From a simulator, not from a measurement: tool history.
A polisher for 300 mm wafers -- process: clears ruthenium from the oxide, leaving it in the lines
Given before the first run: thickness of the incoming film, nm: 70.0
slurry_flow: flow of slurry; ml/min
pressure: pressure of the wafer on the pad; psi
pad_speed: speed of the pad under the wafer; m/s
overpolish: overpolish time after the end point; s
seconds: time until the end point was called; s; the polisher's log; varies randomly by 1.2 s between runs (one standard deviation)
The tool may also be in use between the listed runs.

run 1 hour=0.0 | slurry_flow=180 pressure=1.5 pad_speed=1.00 overpolish=22 | seconds=69.718
run 2 hour=5.4 | slurry_flow=180 pressure=1.4 pad_speed=1.00 overpolish=22 | seconds=73.466
run 3 hour=13.1 | slurry_flow=180 pressure=1.4 pad_speed=1.16 overpolish=22 | seconds=62.658
run 4 hour=19.2 | slurry_flow=180 pressure=1.3 pad_speed=1.14 overpolish=22 | seconds=67.504
run 5 hour=28.1 | slurry_flow=180 pressure=1.3 pad_speed=1.00 overpolish=22 | seconds=76.118
run 6 hour=32.6 | slurry_flow=180 pressure=1.2 pad_speed=1.00 overpolish=22 | seconds=80.695
run 7 hour=39.6 | slurry_flow=180 pressure=1.1 pad_speed=1.00 overpolish=22 | seconds=84.203

What will run 8 give?
-- hour=43.9 head pressure recalibrated
run 8 hour=43.9 | slurry_flow=180 pressure=1.0 pad_speed=1.00 overpolish=22 | seconds=?

seconds: 85.446 s

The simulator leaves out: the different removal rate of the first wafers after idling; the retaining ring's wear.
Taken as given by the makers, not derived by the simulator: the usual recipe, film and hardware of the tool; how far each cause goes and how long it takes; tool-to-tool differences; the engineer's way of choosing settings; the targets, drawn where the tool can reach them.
